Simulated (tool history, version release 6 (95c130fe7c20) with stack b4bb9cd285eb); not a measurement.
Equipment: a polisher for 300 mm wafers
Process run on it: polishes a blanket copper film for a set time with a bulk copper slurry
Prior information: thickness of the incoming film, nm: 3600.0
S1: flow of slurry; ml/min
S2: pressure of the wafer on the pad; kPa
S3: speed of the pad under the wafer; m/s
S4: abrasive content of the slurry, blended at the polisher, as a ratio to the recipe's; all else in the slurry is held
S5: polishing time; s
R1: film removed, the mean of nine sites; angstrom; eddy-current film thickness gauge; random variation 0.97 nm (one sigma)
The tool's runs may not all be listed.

run	hour	S1	S2	S3	S4	S5	R1
1	0.0	215	14.5	1.30	1.0	41	3160.4
2	8.1	215	14.5	1.30	1.0	41	3134.5
3	16.7	210	12.4	1.22	1.0	41	2546.1
4	23.3	250	12.4	1.22	1.0	41	2571.7
5	27.0	250	12.4	1.22	1.0	37	2365.2
6	34.6	285	12.4	1.22	1.0	37	2351.7
7	39.0	285	11.0	1.18	1.0	37	2063.1
8	43.6	285	9.7	1.16	1.0	37	1747.8
9	52.3	245	7.6	1.16	1.0	37	1375.8
10	57.2	255	7.6	1.16	1.0	37	1406.4
11	65.7	260	7.6	1.16	1.0	37	1414.9
12	74.5	265	7.6	1.16	1.0	37	1388.4
13	80.5	270	7.6	1.16	1.0	37	1399.3
14	88.5	275	7.6	1.16	1.0	37	1405.7
15	92.7	280	7.6	1.16	1.0	37	1402.9
16	95.4	280	8.3	1.16	1.0	37	1538.8
# hour 101.1: head pressure recalibrated
17	101.1	270	8.3	1.16	1.0	37	1716.5
18	102.4	240	8.3	1.16	1.0	37	1679.1
19	105.0	255	8.3	1.16	1.0	37	1682.1
20	113.1	250	6.9	1.10	1.0	37	1348.8
21	117.3	240	6.9	1.10	1.0	37	1346.8
22	118.3	230	6.9	1.10	1.0	37	1340.1

Run 23, settings as shown, results not yet in. Your forecast:
23	122.0	225	6.9	1.10	1.0	37	?

{"run 23": {"R1": 1333.9}}
